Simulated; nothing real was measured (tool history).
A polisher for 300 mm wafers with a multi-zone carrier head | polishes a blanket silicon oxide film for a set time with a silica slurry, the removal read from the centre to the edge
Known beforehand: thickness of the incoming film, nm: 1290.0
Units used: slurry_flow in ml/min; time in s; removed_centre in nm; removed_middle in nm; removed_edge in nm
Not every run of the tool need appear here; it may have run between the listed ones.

run 1 hour=0 | slurry_flow=310 centre_zone=1 middle_zone=1 edge_zone=1 slurry_solids=1 time=52 | removed_centre=120.27 removed_middle=117.55 removed_edge=117.79
run 2 hour=7.3 | slurry_flow=310 centre_zone=1 middle_zone=1 edge_zone=1 slurry_solids=0.85 time=52 | removed_centre=112.7 removed_middle=107.47 removed_edge=110.1
run 3 hour=10.6 | slurry_flow=310 centre_zone=1.01 middle_zone=1.01 edge_zone=1.03 slurry_solids=1.05 time=53 | removed_centre=127.77 removed_middle=123.87 removed_edge=122.88
run 4 hour=17.7 | slurry_flow=310 centre_zone=1 middle_zone=1 edge_zone=1.04 slurry_solids=1.2 time=54 | removed_centre=133.93 removed_middle=129.87 removed_edge=132.26
run 5 hour=21.7 | slurry_flow=310 centre_zone=1 middle_zone=1 edge_zone=1.01 slurry_solids=1.2 time=54 | removed_centre=133.53 removed_middle=132.3 removed_edge=133.44
run 6 hour=24.2 | slurry_flow=310 centre_zone=1 middle_zone=1.01 edge_zone=1.01 slurry_solids=1.3 time=55 | removed_centre=141.9 removed_middle=139.12 removed_edge=138.27
run 7 hour=27.3 | slurry_flow=310 centre_zone=0.99 middle_zone=1.02 edge_zone=1.03 slurry_solids=1.35 time=56 | removed_centre=142.33 removed_middle=150.4 removed_edge=145.86

Run 8 comes next. What will it give?
run 8 hour=31.6 | slurry_flow=310 centre_zone=1 middle_zone=1.02 edge_zone=1.05 slurry_solids=1.4 time=57 | removed_centre=? removed_middle=? removed_edge=?

removed_centre: 149.76 nm
removed_middle: 148.08 nm
removed_edge: 147.7 nm
